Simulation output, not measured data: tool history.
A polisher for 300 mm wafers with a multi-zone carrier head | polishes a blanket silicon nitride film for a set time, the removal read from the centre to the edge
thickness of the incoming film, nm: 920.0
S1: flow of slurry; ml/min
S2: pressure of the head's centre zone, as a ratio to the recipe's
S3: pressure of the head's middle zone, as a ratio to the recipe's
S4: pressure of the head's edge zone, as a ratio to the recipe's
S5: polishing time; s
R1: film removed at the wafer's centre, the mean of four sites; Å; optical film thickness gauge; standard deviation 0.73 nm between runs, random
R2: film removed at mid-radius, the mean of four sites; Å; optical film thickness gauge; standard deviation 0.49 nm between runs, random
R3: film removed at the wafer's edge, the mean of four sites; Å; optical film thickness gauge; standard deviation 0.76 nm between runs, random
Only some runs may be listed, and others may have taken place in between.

run    day   S1    S2    S3    S4  S5       R1       R2       R3
  1  0.000  270  1.00  1.00  1.00  68  1195.50  1206.80  1213.60
  2  0.162  270  1.04  1.00  1.00  68  1212.50  1208.40  1220.70
  3  0.379  270  1.04  1.00  1.00  74  1339.70  1307.50  1301.10
  4  0.696  270  1.04  1.00  0.92  74  1334.60  1280.30  1272.80
  5  0.946  270  1.04  1.00  0.92  83  1489.10  1460.60  1407.30
  6  1.112  270  1.04  0.92  0.92  83  1481.30  1355.40  1405.10
  7  1.475  265  1.03  0.92  0.91  78  1382.40  1268.50  1334.10
  8  1.825  265  1.03  0.93  0.90  73  1292.20  1190.40  1250.10
  9  1.979  265  1.03  0.93  0.89  69  1218.40  1146.20  1176.70
 10  2.196  265  1.03  0.92  0.88  65  1177.60  1069.10  1103.90
 11  2.271  265  1.02  0.91  0.88  62  1096.10  1009.70  1037.60
 12  2.550  260  1.01  0.90  0.88  60  1047.10   954.45  1003.80
 13  2.775  245  0.94  0.86  0.81  41   665.98   628.46   658.85
 14  3.033  320  0.99  0.88  0.91  40   706.74   635.79   687.11

What does the tool deliver on the next run?
 15  3.129  315  0.99  0.89  0.92  40   ?   ?   ?

{"run 15": {"R1": 702.9, "R2": 647.35, "R3": 708.21}}
